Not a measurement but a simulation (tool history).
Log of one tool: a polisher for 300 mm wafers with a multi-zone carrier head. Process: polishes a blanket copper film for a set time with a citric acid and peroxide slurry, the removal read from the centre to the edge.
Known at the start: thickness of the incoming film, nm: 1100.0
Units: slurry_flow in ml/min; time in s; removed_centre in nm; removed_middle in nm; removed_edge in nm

run    day  slurry_flow  centre_zone  middle_zone  edge_zone  slurry_solids  time  removed_centre  removed_middle  removed_edge
  1      0          135            1            1          1              1    58          152.05          156.52        153.12
  2  0.321          140            1            1       1.03              1    58          151.98          156.23         156.9
  3  0.633          145            1            1       1.05              1    58          156.67          155.84        158.03
  4  0.875          145            1         0.96       1.05              1    58          155.57          152.13        160.11
  5  1.179          150         0.99         0.97       1.06              1    58          154.74          153.87        160.11
  6  1.262          150         1.04         0.97       1.06              1    58          162.13          154.08        159.32
  7  1.392          155         1.03         0.98       1.07              1    58          159.72          158.33        162.96

Run 8 comes next. What will it give?
  8  1.667          160         1.03         0.98       1.08              1    58               ?               ?             ?

{"run 8": {"removed_centre": 160.94, "removed_middle": 157.94, "removed_edge": 162.37}}

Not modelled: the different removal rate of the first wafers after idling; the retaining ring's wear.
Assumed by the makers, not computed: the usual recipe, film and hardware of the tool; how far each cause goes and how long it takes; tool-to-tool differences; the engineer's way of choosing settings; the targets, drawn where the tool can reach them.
